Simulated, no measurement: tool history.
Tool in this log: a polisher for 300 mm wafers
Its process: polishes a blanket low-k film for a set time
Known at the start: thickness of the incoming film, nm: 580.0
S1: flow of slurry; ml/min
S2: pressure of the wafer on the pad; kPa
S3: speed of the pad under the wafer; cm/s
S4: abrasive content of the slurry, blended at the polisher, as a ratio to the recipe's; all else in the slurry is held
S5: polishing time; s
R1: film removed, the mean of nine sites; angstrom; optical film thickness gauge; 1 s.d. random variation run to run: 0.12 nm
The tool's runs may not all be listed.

run,hour,S1,S2,S3,S4,S5,R1
1,0.0,175,13.1,100,1.0,41,161.99
2,1.6,175,11.7,100,1.0,41,150.22
3,7.5,175,11.7,116,1.0,41,164.93
4,9.3,175,11.7,116,1.0,41,168.16
5,12.0,175,14.5,116,1.0,41,197.47
6,12.8,175,14.5,116,0.8,41,177.97

Run 7 has not been measured yet. What should we expect?
7,15.4,180,14.5,116,0.8,41,?

Run 7 measured R1 178.72 angstrom.
